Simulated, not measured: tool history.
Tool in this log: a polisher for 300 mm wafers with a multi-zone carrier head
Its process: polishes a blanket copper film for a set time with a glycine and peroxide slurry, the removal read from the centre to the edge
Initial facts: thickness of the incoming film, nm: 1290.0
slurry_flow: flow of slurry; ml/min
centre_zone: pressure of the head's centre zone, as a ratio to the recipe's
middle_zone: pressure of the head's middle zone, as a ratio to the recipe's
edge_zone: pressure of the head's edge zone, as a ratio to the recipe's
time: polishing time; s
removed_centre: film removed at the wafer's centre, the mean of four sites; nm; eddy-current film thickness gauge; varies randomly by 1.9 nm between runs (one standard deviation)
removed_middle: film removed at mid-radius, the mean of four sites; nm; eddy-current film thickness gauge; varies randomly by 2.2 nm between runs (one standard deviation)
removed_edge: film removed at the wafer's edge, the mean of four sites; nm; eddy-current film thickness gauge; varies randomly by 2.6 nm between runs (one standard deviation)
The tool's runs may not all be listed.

run,day,slurry_flow,centre_zone,middle_zone,edge_zone,time,removed_centre,removed_middle,removed_edge
1,0.000,260,1.00,1.00,1.00,40,225.98,224.69,219.98
2,0.296,270,1.02,0.99,1.02,40,229.76,224.02,215.43
3,0.412,270,1.08,0.99,1.02,40,243.00,226.90,219.83
4,0.550,270,1.16,0.99,1.02,40,259.06,224.10,218.38
5,0.679,270,1.16,0.99,1.02,31,199.62,171.71,169.17
6,0.992,275,1.16,0.98,1.05,33,215.37,182.34,182.71
7,1.217,275,1.15,0.98,1.08,35,225.38,197.13,196.50
8,1.462,280,1.15,0.97,1.10,36,233.81,199.56,202.48
9,1.808,275,1.14,0.96,1.12,37,237.02,199.32,209.92

Run 10 comes next. What will it give?
10,2.121,315,1.15,1.00,1.19,41,?,?,?

Run 10 produced removed_centre 269.75 nm, removed_middle 238.46 nm, removed_edge 244.76 nm.
